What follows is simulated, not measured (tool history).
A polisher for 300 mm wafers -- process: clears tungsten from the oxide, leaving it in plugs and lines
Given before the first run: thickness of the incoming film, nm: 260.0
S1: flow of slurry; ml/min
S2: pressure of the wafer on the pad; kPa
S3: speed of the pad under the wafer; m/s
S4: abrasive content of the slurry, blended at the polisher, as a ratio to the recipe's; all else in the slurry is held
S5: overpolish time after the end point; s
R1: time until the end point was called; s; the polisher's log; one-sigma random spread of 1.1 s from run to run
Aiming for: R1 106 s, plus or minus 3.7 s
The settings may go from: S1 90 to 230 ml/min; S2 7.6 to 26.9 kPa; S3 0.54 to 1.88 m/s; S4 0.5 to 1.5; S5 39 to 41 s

Run 1, hour 0: S1 150 ml/min, S2 17.2 kPa, S3 1.2 m/s, S4 1, S5 39 s. Result: R1 71.985 s.
Run 2, hour 8.7: S1 150 ml/min, S2 14.5 kPa, S3 1.2 m/s, S4 1, S5 39 s. Result: R1 84.808 s.
Run 3, hour 12: S1 145 ml/min, S2 13.8 kPa, S3 1.2 m/s, S4 1, S5 39 s. Result: R1 89.21 s.
Run 4, hour 17.3: S1 140 ml/min, S2 13.1 kPa, S3 1.2 m/s, S4 1, S5 39 s. Result: R1 96.508 s.
Run 5, hour 23.9: S1 140 ml/min, S2 15.9 kPa, S3 1.2 m/s, S4 1, S5 39 s. Result: R1 79.718 s.
Run 6, hour 27.6: S1 135 ml/min, S2 15.2 kPa, S3 1.2 m/s, S4 1, S5 39 s. Result: R1 82.357 s.
Run 7, hour 35.2: S1 135 ml/min, S2 14.5 kPa, S3 1.2 m/s, S4 1, S5 39 s. Result: R1 87.766 s.
At hour 38.5: head pressure recalibrated.
Run 8, hour 38.5: S1 130 ml/min, S2 13.8 kPa, S3 1.2 m/s, S4 1, S5 39 s. Result: R1 86.497 s.
Run 9, hour 43.9: S1 140 ml/min, S2 13.1 kPa, S3 1.2 m/s, S4 1, S5 39 s. Result: R1 90.633 s.
Run 10, hour 50.5: S1 140 ml/min, S2 10.3 kPa, S3 1.2 m/s, S4 1, S5 39 s. Result: R1 114.45 s.

4 next moves are on the table. One of them brings every result within its allowed miss. Which?
Run A, hour 57.1: S1 150 ml/min, S2 9 kPa, S3 1.24 m/s, S4 1.05, S5 41 s. Result: R1 ?.
Run B, hour 57.1: S1 135 ml/min, S2 9.7 kPa, S3 1.24 m/s, S4 0.95, S5 41 s. Result: R1 ?.
Run C, hour 57.1: S1 145 ml/min, S2 12.4 kPa, S3 1.02 m/s, S4 1.05, S5 41 s. Result: R1 ?.
Run D, hour 57.1: S1 130 ml/min, S2 8.3 kPa, S3 1.44 m/s, S4 0.7, S5 41 s. Result: R1 ?.

move      R1
   A  121.42
   B  117.16
   C  103.69
   D  128.82
A: moves away from the targets compared with the last run
B: moves away from the targets compared with the last run
C: hits every target within its allowed miss
D: moves away from the targets compared with the last run
C meets every target.

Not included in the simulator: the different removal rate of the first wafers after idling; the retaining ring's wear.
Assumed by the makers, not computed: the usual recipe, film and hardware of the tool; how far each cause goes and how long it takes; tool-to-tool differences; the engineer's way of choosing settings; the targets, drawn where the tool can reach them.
